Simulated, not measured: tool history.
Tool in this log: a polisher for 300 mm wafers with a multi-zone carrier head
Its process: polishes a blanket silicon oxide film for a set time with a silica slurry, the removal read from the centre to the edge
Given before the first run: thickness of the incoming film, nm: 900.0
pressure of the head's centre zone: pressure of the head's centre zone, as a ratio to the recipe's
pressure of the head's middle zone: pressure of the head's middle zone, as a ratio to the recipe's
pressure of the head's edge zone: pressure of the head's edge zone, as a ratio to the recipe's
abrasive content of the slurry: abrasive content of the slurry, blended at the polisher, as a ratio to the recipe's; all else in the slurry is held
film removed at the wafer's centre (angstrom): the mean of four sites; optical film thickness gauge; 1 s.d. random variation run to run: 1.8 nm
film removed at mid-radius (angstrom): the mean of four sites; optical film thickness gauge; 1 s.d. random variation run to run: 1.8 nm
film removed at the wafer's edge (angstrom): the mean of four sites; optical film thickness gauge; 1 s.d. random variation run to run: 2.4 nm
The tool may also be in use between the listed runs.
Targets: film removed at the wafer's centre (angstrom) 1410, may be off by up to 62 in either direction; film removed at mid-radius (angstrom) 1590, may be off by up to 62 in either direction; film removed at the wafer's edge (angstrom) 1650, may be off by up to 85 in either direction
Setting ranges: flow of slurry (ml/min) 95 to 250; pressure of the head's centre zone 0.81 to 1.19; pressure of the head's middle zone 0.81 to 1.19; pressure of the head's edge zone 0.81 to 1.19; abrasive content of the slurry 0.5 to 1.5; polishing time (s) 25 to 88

run,day,flow of slurry (ml/min),pressure of the head's centre zone,pressure of the head's middle zone,pressure of the head's edge zone,abrasive content of the slurry,polishing time (s),film removed at the wafer's centre (angstrom),film removed at mid-radius (angstrom),film removed at the wafer's edge (angstrom)
1,0,160,1,1,1,1,56,2108.3,1969.9,1953.7
2,0.367,150,0.96,0.99,1,0.95,56,1904.3,1855.4,1861.3
3,0.575,190,0.96,0.99,1,0.95,56,2023.6,1970,1930.2
4,0.65,190,0.96,0.99,0.93,0.95,56,2018.7,1957.4,1850.1
5,0.962,175,0.93,0.98,0.94,0.9,56,1867.7,1898.3,1795.7
6,1.25,175,0.93,0.98,0.94,0.9,51,1722,1732.2,1630.3
# day 1.504: centre zone pressure recalibrated
7,1.504,165,0.9,0.97,0.96,0.9,51,1537.2,1683.7,1662
8,1.875,160,0.9,0.96,0.96,0.9,51,1494.3,1647.2,1710.3
9,2.125,155,0.9,0.96,0.96,0.9,51,1519.9,1661.4,1691.7

Below are 5 possible settings for the next run. Only one of them brings all results inside the allowed miss of their targets. Which is it?
A,2.375,145,1.03,0.93,1,1.05,43,?,?,?
B,2.375,105,0.96,0.82,0.94,1,57,?,?,?
C,2.375,170,0.91,0.97,0.91,0.75,56,?,?,?
D,2.375,185,0.83,0.9,0.92,0.55,62,?,?,?
E,2.375,155,0.88,0.99,0.93,0.85,49,?,?,?

move,film removed at the wafer's centre (angstrom),film removed at mid-radius (angstrom),film removed at the wafer's edge (angstrom)
A,1580.6,1418.3,1471.7
B,1750.2,1538.6,1762.9
C,1639.3,1720.4,1632.6
D,1466,1584.6,1603.6
E,1434.2,1587.3,1501.9
A: its largest miss is bigger than the last run's
B: its largest miss is bigger than the last run's
C: its largest miss is bigger than the last run's
D: all results in spec
E: puts the biggest miss on target and leaves a different result outside tolerance
The move that meets every target is D.
